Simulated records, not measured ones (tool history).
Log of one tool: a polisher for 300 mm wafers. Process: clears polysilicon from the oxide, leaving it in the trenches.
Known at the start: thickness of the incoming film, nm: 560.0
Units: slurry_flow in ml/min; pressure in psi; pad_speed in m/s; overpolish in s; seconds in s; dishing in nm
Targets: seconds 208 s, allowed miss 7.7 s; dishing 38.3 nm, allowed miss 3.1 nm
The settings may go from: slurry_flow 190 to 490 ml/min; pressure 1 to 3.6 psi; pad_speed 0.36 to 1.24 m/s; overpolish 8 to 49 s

run	day	slurry_flow	pressure	pad_speed	overpolish	seconds	dishing
1	0	315	2.3	0.8	25	68.794	47.938
2	0.15	315	2.3	0.8	15	68.763	45.455
3	0.417	315	2.3	0.8	24	69.427	48.592
4	0.721	310	2	0.68	20	91.481	48.127
5	0.938	310	2	0.52	20	118.54	42.281
6	1.042	385	2	0.52	20	115.75	43.062
7	1.292	385	1.8	0.48	17	138.75	38.275
8	1.592	385	1.8	0.48	17	140.39	39.422
9	1.854	380	1.6	0.48	18	154.8	37.392
10	2.225	365	1.5	0.48	23	167	40.233
11	2.271	365	1.4	0.48	23	179.3	39.003
12	2.508	365	1.1	0.48	25	223.07	36.801
13	2.746	365	1.1	0.48	26	223.8	37.913

Which of these 4 next moves meets every target?
A	2.983	375	1	0.44	30	?	?
B	2.983	450	1.3	0.48	19	?	?
C	2.983	365	1.2	0.42	30	?	?
D	2.983	320	1.1	0.52	25	?	?

move	seconds	dishing
A	262.26	38.046
B	186.88	35.943
C	231.27	40.182
D	206.43	39.031
A: further off than the last run
B: takes the result that was furthest off past its target
C: further off than the last run
D: meets every target
Answer: D
